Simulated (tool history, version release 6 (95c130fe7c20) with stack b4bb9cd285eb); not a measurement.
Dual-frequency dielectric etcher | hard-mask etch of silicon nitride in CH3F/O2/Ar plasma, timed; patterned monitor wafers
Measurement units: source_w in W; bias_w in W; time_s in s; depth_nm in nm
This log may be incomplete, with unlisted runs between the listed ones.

run 1 day=0.000 | source_w=300 bias_w=51 time_s=297 | depth_nm=156.96
run 2 day=0.271 | source_w=270 bias_w=49 time_s=297 | depth_nm=145.86
run 3 day=0.621 | source_w=270 bias_w=57 time_s=297 | depth_nm=153.34
run 4 day=0.962 | source_w=270 bias_w=65 time_s=297 | depth_nm=162.13
run 5 day=1.108 | source_w=240 bias_w=65 time_s=297 | depth_nm=150.33
run 6 day=1.367 | source_w=240 bias_w=65 time_s=297 | depth_nm=150.73
run 7 day=1.488 | source_w=220 bias_w=64 time_s=297 | depth_nm=144.28
run 8 day=1.646 | source_w=170 bias_w=62 time_s=297 | depth_nm=120.53
run 9 day=1.979 | source_w=170 bias_w=62 time_s=297 | depth_nm=120.13
run 10 day=2.079 | source_w=230 bias_w=66 time_s=299 | depth_nm=149.53

Estimate the outcome of run 11 from the log above:
run 11 day=2.167 | source_w=220 bias_w=66 time_s=299 | depth_nm=?

depth_nm: 146.17 nm

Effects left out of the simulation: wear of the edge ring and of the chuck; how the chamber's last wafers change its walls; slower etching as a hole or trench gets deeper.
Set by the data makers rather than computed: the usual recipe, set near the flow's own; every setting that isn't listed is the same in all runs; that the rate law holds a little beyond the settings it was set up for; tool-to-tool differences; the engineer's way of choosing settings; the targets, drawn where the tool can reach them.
